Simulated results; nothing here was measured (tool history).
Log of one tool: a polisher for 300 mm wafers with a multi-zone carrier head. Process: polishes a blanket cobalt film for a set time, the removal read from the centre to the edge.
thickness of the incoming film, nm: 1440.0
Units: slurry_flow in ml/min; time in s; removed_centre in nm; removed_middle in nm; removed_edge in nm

run	day	slurry_flow	centre_zone	middle_zone	edge_zone	time	removed_centre	removed_middle	removed_edge
1	0	225	1	1	1	70	469.62	498.24	511
2	0.271	225	1.01	0.99	0.96	64	441.46	447.81	465.63
3	0.425	225	1.01	0.92	0.96	64	437.68	417.72	468.37
4	0.55	225	1.01	0.95	0.93	59	403.32	392.35	421.27
5	0.912	225	1.01	0.87	0.93	59	403.88	371.61	418.31
6	1.192	225	1.01	0.9	0.93	59	400.86	383.86	419.9
7	1.329	225	1.01	0.92	0.9	56	382.43	365.92	397.41
8	1.392	225	1.02	0.95	0.88	54	372.29	353.36	380.2
# day 1.675: edge zone pressure recalibrated
9	1.675	220	1.03	0.99	0.86	53	368.69	367.3	351.32

Run 10 comes next. What will it give?
10	1.75	210	1.02	0.98	0.85	53	?	?	?

removed_centre: 358.55 nm
removed_middle: 369.74 nm
removed_edge: 348.89 nm

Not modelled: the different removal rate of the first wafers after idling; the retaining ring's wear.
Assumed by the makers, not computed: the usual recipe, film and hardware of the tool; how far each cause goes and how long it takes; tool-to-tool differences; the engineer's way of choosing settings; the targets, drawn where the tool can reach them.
